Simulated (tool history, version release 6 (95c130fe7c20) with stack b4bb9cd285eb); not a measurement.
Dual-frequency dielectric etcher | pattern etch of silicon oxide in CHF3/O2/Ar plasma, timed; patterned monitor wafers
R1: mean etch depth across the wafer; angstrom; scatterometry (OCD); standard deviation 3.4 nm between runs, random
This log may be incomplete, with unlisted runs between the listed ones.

{"run": 1, "hour": 0.0, "source power (kW)": 0.72, "bias power (kW)": 0.18, "etch time (s)": 304.5, "R1": 6122.5}
{"run": 2, "hour": 7.8, "source power (kW)": 0.72, "bias power (kW)": 0.18, "etch time (s)": 282.0, "R1": 5695.6}
{"run": 3, "hour": 15.6, "source power (kW)": 0.7, "bias power (kW)": 0.178, "etch time (s)": 282.0, "R1": 5554.0}
{"run": 4, "hour": 19.9, "source power (kW)": 0.69, "bias power (kW)": 0.177, "etch time (s)": 282.0, "R1": 5508.7}
{"run": 5, "hour": 26.2, "source power (kW)": 0.69, "bias power (kW)": 0.177, "etch time (s)": 304.5, "R1": 5937.4}
{"run": 6, "hour": 31.6, "source power (kW)": 0.66, "bias power (kW)": 0.175, "etch time (s)": 304.5, "R1": 5753.1}
{"run": 7, "hour": 33.2, "source power (kW)": 0.64, "bias power (kW)": 0.174, "etch time (s)": 304.5, "R1": 5716.2}
{"run": 8, "hour": 35.5, "source power (kW)": 0.62, "bias power (kW)": 0.173, "etch time (s)": 304.5, "R1": 5625.1}
{"run": 9, "hour": 42.6, "source power (kW)": 0.6, "bias power (kW)": 0.172, "etch time (s)": 304.5, "R1": 5540.7}

Estimate the outcome of run 10 from the log above:
{"run": 10, "hour": 48.2, "source power (kW)": 0.59, "bias power (kW)": 0.171, "etch time (s)": 304.5, "R1": "?"}

Run 10 produced R1 5460.7 angstrom.
